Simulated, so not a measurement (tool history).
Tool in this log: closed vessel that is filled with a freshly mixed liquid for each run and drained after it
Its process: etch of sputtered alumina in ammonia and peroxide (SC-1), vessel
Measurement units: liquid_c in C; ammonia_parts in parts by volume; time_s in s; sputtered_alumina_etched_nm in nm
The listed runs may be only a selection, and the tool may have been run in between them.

run,day,liquid_c,ammonia_parts,time_s,sputtered_alumina_etched_nm
1,0.000,47.0,0.50,1250,48.200
2,0.367,47.0,0.50,1335,51.520
3,0.638,47.0,0.50,1335,52.077
4,0.904,47.0,0.65,1335,53.063
5,1.075,48.0,0.65,1335,55.614
6,1.400,49.0,0.65,1335,58.186
7,1.550,50.0,0.65,1335,62.471
8,1.604,50.5,0.65,1335,63.826

Run 9, settings as shown, results not yet in. Your forecast:
9,1.700,51.0,0.65,1335,?

{"run 9": {"sputtered_alumina_etched_nm": 66.192}}
